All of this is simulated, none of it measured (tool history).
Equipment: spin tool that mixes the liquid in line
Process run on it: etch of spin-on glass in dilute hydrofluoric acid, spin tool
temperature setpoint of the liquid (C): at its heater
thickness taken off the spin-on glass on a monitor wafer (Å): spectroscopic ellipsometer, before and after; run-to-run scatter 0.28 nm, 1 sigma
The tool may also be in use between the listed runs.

run  hour  temperature setpoint of the liquid (C)  parts of water to one part of 49 % hydrofluoric acid (parts by volume)  time under the liquid (s)  thickness taken off the spin-on glass on a monitor wafer (Å)
  1   0.0                                    21.0                                                                     130                         55                                                        144.92
  2   7.1                                    22.5                                                                     120                         55                                                        168.31
  3   7.9                                    24.0                                                                     110                         55                                                        195.56
  4  16.1                                    24.0                                                                     130                         55                                                        162.55
  5  19.4                                    24.0                                                                     145                         55                                                        144.43
  6  22.5                                    24.0                                                                     145                         55                                                        146.67
  7  31.5                                    25.0                                                                     130                         55                                                        167.99
  8  39.1                                    26.0                                                                     115                         55                                                        201.54
  9  44.2                                    26.5                                                                     105                         55                                                        230.54

Forecast run 10:
 10  46.6                                    27.0                                                                     100                         55                                                             ?

thickness taken off the spin-on glass on a monitor wafer (Å): 244.53

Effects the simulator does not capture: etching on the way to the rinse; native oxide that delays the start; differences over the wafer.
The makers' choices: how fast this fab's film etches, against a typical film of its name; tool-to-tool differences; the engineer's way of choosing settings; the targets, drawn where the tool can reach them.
